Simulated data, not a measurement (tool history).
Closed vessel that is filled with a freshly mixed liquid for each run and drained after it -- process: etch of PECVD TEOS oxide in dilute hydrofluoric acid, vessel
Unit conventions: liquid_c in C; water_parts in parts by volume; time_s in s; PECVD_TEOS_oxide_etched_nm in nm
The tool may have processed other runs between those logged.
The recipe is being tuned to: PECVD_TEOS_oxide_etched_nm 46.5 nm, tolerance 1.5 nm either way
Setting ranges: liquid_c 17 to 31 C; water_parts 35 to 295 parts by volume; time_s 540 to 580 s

run,hour,liquid_c,water_parts,time_s,PECVD_TEOS_oxide_etched_nm
1,0,23,165,540,64.631
2,5.9,23,125,540,89.185
3,7.9,23,125,540,90.907
4,9.5,26,125,540,100.4
5,12.4,26,175,540,68.326
6,17.5,24,175,540,62.891
7,18.8,23,175,540,60.484
8,19.8,22,175,540,57.778
9,26,21,175,540,55.952
10,27.8,20.5,175,540,54.251
11,33.7,20,175,540,53.727
12,41.4,19.5,175,540,52.004
13,45.9,19.5,175,540,52.434

Consider the 4 candidate settings below. Which is the only one whose results all fall within their allowed miss of target?
A,50.4,19,190,540,?
B,50.4,17.5,210,580,?
C,50.4,18,215,580,?
D,50.4,18,175,540,?

move,PECVD_TEOS_oxide_etched_nm
A,46.853
B,42.119
C,41.763
D,49.606
A: in spec on every target
B: the result that was furthest off in the last run now lies on the other side of its target
C: the result that was furthest off in the last run now lies on the other side of its target
D: closes in on the targets versus the last run, not all within tolerance yet
The right move is A.
